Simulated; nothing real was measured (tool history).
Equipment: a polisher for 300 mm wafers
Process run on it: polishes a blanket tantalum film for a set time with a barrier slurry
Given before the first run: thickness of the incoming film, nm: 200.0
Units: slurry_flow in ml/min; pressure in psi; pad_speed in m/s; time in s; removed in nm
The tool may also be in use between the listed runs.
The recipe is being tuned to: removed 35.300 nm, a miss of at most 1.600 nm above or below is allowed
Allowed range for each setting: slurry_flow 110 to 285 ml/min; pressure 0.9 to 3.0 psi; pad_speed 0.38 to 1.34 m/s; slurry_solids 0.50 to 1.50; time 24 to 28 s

run  hour  slurry_flow  pressure  pad_speed  slurry_solids  time  removed
  1   0.0          180       1.9       0.86           1.00    28   41.064
  2   6.4          155       1.9       0.86           1.00    28   38.731
  3  13.1          135       1.9       0.86           1.00    28   38.576
  4  14.6          135       1.9       1.02           1.00    28   44.942
  5  20.6          160       1.9       1.02           1.00    28   47.041
  6  28.2          185       1.9       1.02           1.00    28   47.418
     33.0  -- slurry blender recalibrated
  7  33.0          185       1.8       1.02           1.00    28   49.233
  8  38.0          180       1.2       0.92           1.00    28   30.422
  9  40.0          190       1.2       0.92           1.00    28   30.619
 10  43.2          190       1.2       0.92           1.00    28   30.126

Which of these 4 next moves meets every target?
  A  46.4          170       1.7       0.86           1.15    26        ?
  B  46.4          225       1.3       1.00           0.95    28        ?
  C  46.4          210       0.9       1.12           0.85    28        ?
  D  46.4          165       1.2       0.86           1.00    25        ?

move  removed
   A   38.279
   B   35.102
   C   25.806
   D   24.945
A: moves the result that the last run missed by most past its target, out the other side
B: all results land within tolerance of their targets
C: misses by more than the last run did
D: misses by more than the last run did
Go with B: it meets all targets.

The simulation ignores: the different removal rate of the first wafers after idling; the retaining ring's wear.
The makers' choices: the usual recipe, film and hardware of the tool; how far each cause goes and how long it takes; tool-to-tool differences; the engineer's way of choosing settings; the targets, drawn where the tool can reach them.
